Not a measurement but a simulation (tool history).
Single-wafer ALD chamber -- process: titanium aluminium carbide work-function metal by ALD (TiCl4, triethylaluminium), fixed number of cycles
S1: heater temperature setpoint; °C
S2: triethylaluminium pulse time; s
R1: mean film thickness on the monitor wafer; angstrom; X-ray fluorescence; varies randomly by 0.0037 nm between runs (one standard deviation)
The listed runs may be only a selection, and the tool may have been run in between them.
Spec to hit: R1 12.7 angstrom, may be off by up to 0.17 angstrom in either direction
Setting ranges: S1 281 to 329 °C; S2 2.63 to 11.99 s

run 1 hour=0 | S1=305 S2=7.31 | R1=18.341
run 2 hour=7.3 | S1=305 S2=9.08 | R1=19.215
run 3 hour=10.4 | S1=309 S2=9.08 | R1=19.461
run 4 hour=14.8 | S1=317 S2=9.08 | R1=20.368
run 5 hour=20.9 | S1=312 S2=8.19 | R1=19.442
run 6 hour=29 | S1=308 S2=7.42 | R1=18.637
run 7 hour=33.5 | S1=304 S2=6.76 | R1=17.926
run 8 hour=39.4 | S1=301 S2=6.19 | R1=17.023
run 9 hour=40 | S1=298 S2=5.7 | R1=16.322
run 10 hour=41.6 | S1=296 S2=5.27 | R1=15.604
run 11 hour=44.6 | S1=284 S2=2.93 | R1=9.3768
run 12 hour=45.3 | S1=286 S2=2.94 | R1=9.5313
run 13 hour=49.3 | S1=298 S2=5.28 | R1=15.709
run 14 hour=57.7 | S1=298 S2=5.28 | R1=15.75
run 15 hour=59.4 | S1=297 S2=5.27 | R1=15.691

Which single option among these 4 for the next run brings every result within its allowed miss of target? Just one does.
run A hour=61.1 | S1=283 S2=4.39 | R1=?
run B hour=61.1 | S1=303 S2=3.62 | R1=?
run C hour=61.1 | S1=293 S2=6.87 | R1=?
run D hour=61.1 | S1=297 S2=4.06 | R1=?

move=A R1=13.128
move=B R1=12.636
move=C R1=16.964
move=D R1=13.391
A: closes in on the targets versus the last run, not all within tolerance yet
B: meets every target
C: further off than the last run
D: closes in on the targets versus the last run, not all within tolerance yet
Answer: B
